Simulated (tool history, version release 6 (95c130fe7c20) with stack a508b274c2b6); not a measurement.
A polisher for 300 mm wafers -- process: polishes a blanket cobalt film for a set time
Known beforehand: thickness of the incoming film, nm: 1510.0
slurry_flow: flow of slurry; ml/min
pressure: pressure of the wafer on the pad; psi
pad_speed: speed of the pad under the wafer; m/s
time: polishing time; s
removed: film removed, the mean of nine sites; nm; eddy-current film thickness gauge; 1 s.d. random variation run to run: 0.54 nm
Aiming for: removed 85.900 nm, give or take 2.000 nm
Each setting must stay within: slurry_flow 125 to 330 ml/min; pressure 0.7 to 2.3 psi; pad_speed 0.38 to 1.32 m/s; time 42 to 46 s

{"run": 1, "day": 0.0, "slurry_flow": 210, "pressure": 1.5, "pad_speed": 0.84, "time": 46, "removed": 118.62}
{"run": 2, "day": 0.108, "slurry_flow": 205, "pressure": 1.4, "pad_speed": 0.84, "time": 46, "removed": 110.39}
{"run": 3, "day": 0.354, "slurry_flow": 205, "pressure": 1.6, "pad_speed": 0.84, "time": 46, "removed": 125.78}
{"run": 4, "day": 0.704, "slurry_flow": 200, "pressure": 1.5, "pad_speed": 0.84, "time": 46, "removed": 118.31}
{"run": 5, "day": 0.962, "slurry_flow": 200, "pressure": 1.7, "pad_speed": 0.84, "time": 46, "removed": 133.84}
{"run": 6, "day": 1.162, "slurry_flow": 230, "pressure": 1.7, "pad_speed": 0.84, "time": 46, "removed": 135.66}
{"run": 7, "day": 1.304, "slurry_flow": 230, "pressure": 1.6, "pad_speed": 0.84, "time": 46, "removed": 126.91}
{"run": 8, "day": 1.396, "slurry_flow": 190, "pressure": 1.2, "pad_speed": 0.84, "time": 46, "removed": 94.814}

Which single option among these 4 for the next run brings every result within its allowed miss of target? Just one does.
{"run": "A", "day": 1.488, "slurry_flow": 240, "pressure": 1.5, "pad_speed": 0.68, "time": 46, "removed": "?"}
{"run": "B", "day": 1.488, "slurry_flow": 220, "pressure": 1.0, "pad_speed": 0.98, "time": 42, "removed": "?"}
{"run": "C", "day": 1.488, "slurry_flow": 180, "pressure": 1.1, "pad_speed": 0.94, "time": 44, "removed": "?"}
{"run": "D", "day": 1.488, "slurry_flow": 155, "pressure": 1.2, "pad_speed": 0.94, "time": 46, "removed": "?"}

move=A removed=98.534
move=B removed=85.958
move=C removed=92.548
move=D removed=103.150
A: lands further from the targets than the last run did
B: every result within its allowed miss
C: an improvement on the last run, though not all results are within tolerance
D: lands further from the targets than the last run did
B meets every target.
